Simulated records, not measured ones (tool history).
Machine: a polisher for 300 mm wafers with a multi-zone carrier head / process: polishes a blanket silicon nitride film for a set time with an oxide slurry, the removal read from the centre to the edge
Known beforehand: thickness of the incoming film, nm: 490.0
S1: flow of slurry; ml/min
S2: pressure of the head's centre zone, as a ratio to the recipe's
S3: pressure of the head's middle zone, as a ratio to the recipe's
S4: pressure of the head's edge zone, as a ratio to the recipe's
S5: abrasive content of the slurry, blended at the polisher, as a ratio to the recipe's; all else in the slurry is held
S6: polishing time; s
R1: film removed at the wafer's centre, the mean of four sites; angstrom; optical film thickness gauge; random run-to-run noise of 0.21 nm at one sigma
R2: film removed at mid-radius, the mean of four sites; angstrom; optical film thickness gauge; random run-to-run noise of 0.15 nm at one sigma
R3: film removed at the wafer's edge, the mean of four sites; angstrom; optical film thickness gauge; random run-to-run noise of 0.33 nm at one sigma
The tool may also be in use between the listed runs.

{"run": 1, "day": 0.0, "S1": 125, "S2": 1, "S3": 1, "S4": 1, "S5": 1, "S6": 63, "R1": 378.05, "R2": 376.11, "R3": 378.75}
{"run": 2, "day": 0.283, "S1": 115, "S2": 0.98, "S3": 0.96, "S4": 1, "S5": 0.9, "S6": 61, "R1": 338.82, "R2": 331.31, "R3": 348.26}
{"run": 3, "day": 0.621, "S1": 115, "S2": 0.98, "S3": 1.01, "S4": 1, "S5": 0.9, "S6": 61, "R1": 333.29, "R2": 348.37, "R3": 353.83}
{"run": 4, "day": 0.862, "S1": 110, "S2": 0.96, "S3": 0.97, "S4": 1, "S5": 0.8, "S6": 59, "R1": 301, "R2": 302.83, "R3": 312.32}
{"run": 5, "day": 1.129, "S1": 100, "S2": 0.93, "S3": 0.94, "S4": 1.02, "S5": 0.75, "S6": 59, "R1": 274.46, "R2": 276.37, "R3": 293.86}
{"run": 6, "day": 1.438, "S1": 100, "S2": 0.93, "S3": 1, "S4": 1.02, "S5": 0.75, "S6": 59, "R1": 276.01, "R2": 291.97, "R3": 302.95}
{"run": 7, "day": 1.617, "S1": 95, "S2": 0.91, "S3": 0.96, "S4": 1.04, "S5": 0.7, "S6": 59, "R1": 255.16, "R2": 265.12, "R3": 291.18}
{"run": 8, "day": 1.792, "S1": 80, "S2": 0.87, "S3": 0.86, "S4": 0.95, "S5": 0.5, "S6": 59, "R1": 190.07, "R2": 190.41, "R3": 220.26}
{"run": 9, "day": 2.125, "S1": 85, "S2": 0.87, "S3": 0.86, "S4": 0.97, "S5": 0.5, "S6": 59, "R1": 196.61, "R2": 195.97, "R3": 236.26}
{"run": 10, "day": 2.217, "S1": 90, "S2": 0.88, "S3": 0.86, "S4": 0.97, "S5": 0.5, "S6": 59, "R1": 202.89, "R2": 197.46, "R3": 234.61}
{"run": 11, "day": 2.338, "S1": 110, "S2": 0.88, "S3": 0.86, "S4": 1.03, "S5": 0.55, "S6": 59, "R1": 233.41, "R2": 224.56, "R3": 262.98}
{"run": 12, "day": 2.367, "S1": 105, "S2": 0.88, "S3": 0.86, "S4": 1.03, "S5": 0.55, "S6": 59, "R1": 230.58, "R2": 223.25, "R3": 260.9}

For run 13, what comes out?
{"run": 13, "day": 2.471, "S1": 100, "S2": 0.88, "S3": 0.86, "S4": 1.03, "S5": 0.55, "S6": 59, "R1": "?", "R2": "?", "R3": "?"}

R1: 223.24 angstrom
R2: 217.11 angstrom
R3: 259.86 angstrom

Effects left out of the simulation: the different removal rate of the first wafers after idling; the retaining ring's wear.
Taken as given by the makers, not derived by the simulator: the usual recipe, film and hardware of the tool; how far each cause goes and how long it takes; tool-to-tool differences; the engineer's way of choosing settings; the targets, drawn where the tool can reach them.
